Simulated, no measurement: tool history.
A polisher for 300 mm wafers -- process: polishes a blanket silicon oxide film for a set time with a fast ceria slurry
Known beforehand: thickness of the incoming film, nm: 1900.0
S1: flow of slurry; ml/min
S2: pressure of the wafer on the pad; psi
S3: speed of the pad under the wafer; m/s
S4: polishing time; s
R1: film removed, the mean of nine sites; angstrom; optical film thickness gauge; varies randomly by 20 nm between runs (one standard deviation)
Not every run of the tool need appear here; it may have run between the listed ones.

Run 1, hour 0: S1 150 ml/min, S2 3.3 psi, S3 1.22 m/s, S4 38 s. Result: R1 9038.6 angstrom.
Run 2, hour 7.7: S1 150 ml/min, S2 3.7 psi, S3 1.24 m/s, S4 38 s. Result: R1 10391 angstrom.
Run 3, hour 11.9: S1 150 ml/min, S2 4 psi, S3 1.24 m/s, S4 38 s. Result: R1 11044 angstrom.
Run 4, hour 16.9: S1 150 ml/min, S2 4.2 psi, S3 1.26 m/s, S4 38 s. Result: R1 11223 angstrom.
Run 5, hour 23.3: S1 150 ml/min, S2 4.2 psi, S3 1.26 m/s, S4 40 s. Result: R1 12142 angstrom.
Run 6, hour 31.3: S1 155 ml/min, S2 4.4 psi, S3 1.3 m/s, S4 40 s. Result: R1 13111 angstrom.
Run 7, hour 34: S1 155 ml/min, S2 4.6 psi, S3 1.32 m/s, S4 40 s. Result: R1 13902 angstrom.

Run 8 is up next; what results do you expect?
Run 8, hour 38.9: S1 155 ml/min, S2 4.7 psi, S3 1.34 m/s, S4 40 s. Result: R1 ?.

R1: 14419 angstrom
